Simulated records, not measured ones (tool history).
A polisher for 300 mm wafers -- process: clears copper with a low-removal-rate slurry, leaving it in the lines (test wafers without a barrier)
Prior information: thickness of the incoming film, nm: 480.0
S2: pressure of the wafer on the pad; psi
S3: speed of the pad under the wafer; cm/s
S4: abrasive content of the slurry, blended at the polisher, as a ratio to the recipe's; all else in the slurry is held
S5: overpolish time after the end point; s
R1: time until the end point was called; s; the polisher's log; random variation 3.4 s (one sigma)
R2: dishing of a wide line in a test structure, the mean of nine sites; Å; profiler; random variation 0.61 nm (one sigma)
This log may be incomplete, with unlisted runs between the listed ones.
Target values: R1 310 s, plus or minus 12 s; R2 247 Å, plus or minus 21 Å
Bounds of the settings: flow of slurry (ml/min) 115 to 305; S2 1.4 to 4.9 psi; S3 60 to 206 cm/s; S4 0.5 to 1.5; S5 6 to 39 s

run 1 hour=0 | flow_of_slurry_(ml/min)=195 S2=3.1 S3=132 S4=1 S5=20 | R1=115.3 R2=481.17
run 2 hour=2.9 | flow_of_slurry_(ml/min)=190 S2=2.7 S3=118 S4=1 S5=21 | R1=146.75 R2=420.69
run 3 hour=8.2 | flow_of_slurry_(ml/min)=230 S2=2.7 S3=118 S4=1 S5=21 | R1=144.23 R2=431.5
run 4 hour=9.5 | flow_of_slurry_(ml/min)=230 S2=2.7 S3=130 S4=1 S5=21 | R1=129.84 R2=460.37
run 5 hour=11.4 | flow_of_slurry_(ml/min)=230 S2=2.7 S3=114 S4=1 S5=21 | R1=149.55 R2=409.28
run 6 hour=17.7 | flow_of_slurry_(ml/min)=230 S2=3.4 S3=114 S4=1 S5=21 | R1=120.6 R2=490.3
run 7 hour=20.8 | flow_of_slurry_(ml/min)=230 S2=2.9 S3=104 S4=1 S5=21 | R1=151.23 R2=397.8
run 8 hour=22.7 | flow_of_slurry_(ml/min)=230 S2=2.5 S3=96 S4=1 S5=22 | R1=188.23 R2=370.88
run 9 hour=25 | flow_of_slurry_(ml/min)=230 S2=2.2 S3=92 S4=1 S5=22 | R1=228.6 R2=298.48
run 10 hour=27.8 | flow_of_slurry_(ml/min)=230 S2=2 S3=92 S4=1 S5=22 | R1=246.27 R2=294.2
run 11 hour=33.7 | flow_of_slurry_(ml/min)=230 S2=1.9 S3=92 S4=1 S5=22 | R1=254.56 R2=272.54
run 12 hour=39.3 | flow_of_slurry_(ml/min)=230 S2=1.8 S3=92 S4=1 S5=22 | R1=266.96 R2=265.52
run 13 hour=40.3 | flow_of_slurry_(ml/min)=230 S2=1.7 S3=92 S4=1 S5=22 | R1=293 R2=243.63

Below are 5 possible settings for the next run. Only one of them brings all results inside the allowed miss of their targets. Which is it?
run A hour=41.3 | flow_of_slurry_(ml/min)=225 S2=1.6 S3=96 S4=1 S5=21 | R1=? R2=?
run B hour=41.3 | flow_of_slurry_(ml/min)=275 S2=1.7 S3=90 S4=0.75 S5=24 | R1=? R2=?
run C hour=41.3 | flow_of_slurry_(ml/min)=235 S2=1.6 S3=94 S4=0.75 S5=30 | R1=? R2=?
run D hour=41.3 | flow_of_slurry_(ml/min)=220 S2=1.8 S3=90 S4=1 S5=21 | R1=? R2=?
run E hour=41.3 | flow_of_slurry_(ml/min)=255 S2=1.4 S3=90 S4=1 S5=26 | R1=? R2=?

move=A R1=289.58 R2=235.83
move=B R1=303.86 R2=254.81
move=C R1=312.83 R2=299.79
move=D R1=276.11 R2=247.21
move=E R1=345.42 R2=242.01
A: lands further from the targets than the last run did
B: every result lands within tolerance
C: gets the furthest-off result to its target, but another result is out of tolerance
D: lands further from the targets than the last run did
E: moves the result that the last run missed by most past its target, out the other side
B meets every target.
